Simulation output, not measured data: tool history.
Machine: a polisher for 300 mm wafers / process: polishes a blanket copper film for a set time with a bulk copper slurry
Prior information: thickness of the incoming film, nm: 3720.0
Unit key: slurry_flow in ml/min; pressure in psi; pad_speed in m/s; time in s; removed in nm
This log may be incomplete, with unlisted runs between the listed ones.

run,day,slurry_flow,pressure,pad_speed,slurry_solids,time,removed
1,0,185,3.5,1.2,1,40,649.34
2,0.225,185,3.2,1.2,1,40,616.71
3,0.279,185,2.4,1.2,1,40,516.74
4,0.562,165,2.4,1.2,1,40,526.05
5,0.646,165,2.8,1.2,1,40,565.77
6,0.892,165,2.8,1.2,1,36,511.97

The next listed run, before its measurement:
7,1.083,165,2.7,1.2,1,36,?

Run 7 produced removed 497.41 nm.
